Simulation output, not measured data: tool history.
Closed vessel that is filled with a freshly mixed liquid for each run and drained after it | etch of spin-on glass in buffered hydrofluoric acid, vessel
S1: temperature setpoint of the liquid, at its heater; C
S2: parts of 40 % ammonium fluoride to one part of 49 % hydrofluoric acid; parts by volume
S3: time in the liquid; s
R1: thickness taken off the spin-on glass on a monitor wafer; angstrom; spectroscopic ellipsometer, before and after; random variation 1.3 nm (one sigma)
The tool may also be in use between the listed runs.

| run | hour | S1 | S2 | S3 | R1 |
|---|---|---|---|---|---|
| 1 | 0 | 22 | 9.5 | 90 | 2252.1 |
| 2 | 6.4 | 22 | 7 | 90 | 3084.1 |
| 3 | 12.1 | 22 | 7 | 95 | 3255.7 |
| 4 | 17 | 21.5 | 7 | 95 | 3157.8 |
| 5 | 26 | 21.5 | 9.5 | 95 | 2314.5 |
| 6 | 33.8 | 22 | 9.5 | 95 | 2388.8 |
|  | 42.4 | thermometer replaced |
| 7 | 42.4 | 22.5 | 9.5 | 95 | 2645.9 |

Forecast run 8:
| 8 | 44 | 23 | 9.5 | 95 | ? |

R1: 2706.3 angstrom
